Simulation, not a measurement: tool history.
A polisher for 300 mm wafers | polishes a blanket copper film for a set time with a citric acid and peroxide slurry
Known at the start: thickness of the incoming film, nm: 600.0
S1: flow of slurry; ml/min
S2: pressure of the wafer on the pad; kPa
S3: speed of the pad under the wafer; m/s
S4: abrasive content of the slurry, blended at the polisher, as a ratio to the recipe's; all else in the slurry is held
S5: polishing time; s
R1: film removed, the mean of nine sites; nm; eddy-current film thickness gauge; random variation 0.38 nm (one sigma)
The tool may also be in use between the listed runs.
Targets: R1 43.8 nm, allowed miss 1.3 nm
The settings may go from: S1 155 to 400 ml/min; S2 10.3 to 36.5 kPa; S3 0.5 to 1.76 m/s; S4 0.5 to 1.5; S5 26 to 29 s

Run 1, day 0: S1 255 ml/min, S2 23.4 kPa, S3 1.12 m/s, S4 1, S5 29 s. Result: R1 99.097 nm.
Run 2, day 0.258: S1 255 ml/min, S2 23.4 kPa, S3 1.12 m/s, S4 0.85, S5 29 s. Result: R1 95.68 nm.
Run 3, day 0.442: S1 255 ml/min, S2 23.4 kPa, S3 0.98 m/s, S4 0.85, S5 29 s. Result: R1 86.406 nm.
Run 4, day 0.812: S1 255 ml/min, S2 23.4 kPa, S3 0.98 m/s, S4 0.7, S5 29 s. Result: R1 79.921 nm.
Run 5, day 1.142: S1 255 ml/min, S2 20.7 kPa, S3 0.96 m/s, S4 0.7, S5 29 s. Result: R1 70.129 nm.
Run 6, day 1.417: S1 255 ml/min, S2 20.7 kPa, S3 0.96 m/s, S4 0.7, S5 26 s. Result: R1 62.499 nm.
Run 7, day 1.521: S1 255 ml/min, S2 19.3 kPa, S3 0.96 m/s, S4 0.7, S5 26 s. Result: R1 58.485 nm.
Run 8, day 1.767: S1 245 ml/min, S2 12.4 kPa, S3 0.94 m/s, S4 0.7, S5 26 s. Result: R1 38.602 nm.
Run 9, day 2.054: S1 255 ml/min, S2 13.1 kPa, S3 0.94 m/s, S4 0.7, S5 26 s. Result: R1 41.23 nm.
Run 10, day 2.262: S1 265 ml/min, S2 13.1 kPa, S3 0.94 m/s, S4 0.7, S5 26 s. Result: R1 40.823 nm.
Run 11, day 2.421: S1 265 ml/min, S2 15.2 kPa, S3 0.94 m/s, S4 0.7, S5 26 s. Result: R1 46.921 nm.
Run 12, day 2.45: S1 255 ml/min, S2 15.2 kPa, S3 0.94 m/s, S4 0.7, S5 26 s. Result: R1 46.987 nm.

4 next moves are on the table. One of them brings every result within its allowed miss. Which?
Run A, day 2.479: S1 270 ml/min, S2 16.5 kPa, S3 1.02 m/s, S4 0.65, S5 26 s. Result: R1 ?.
Run B, day 2.479: S1 205 ml/min, S2 15.2 kPa, S3 0.98 m/s, S4 0.8, S5 28 s. Result: R1 ?.
Run C, day 2.479: S1 270 ml/min, S2 15.2 kPa, S3 0.98 m/s, S4 0.7, S5 27 s. Result: R1 ?.
Run D, day 2.479: S1 250 ml/min, S2 13.1 kPa, S3 0.92 m/s, S4 0.7, S5 28 s. Result: R1 ?.

move      R1
   A  51.879
   B  52.642
   C  49.815
   D   43.03
A: further off than the last run
B: further off than the last run
C: further off than the last run
D: meets every target
Answer: D
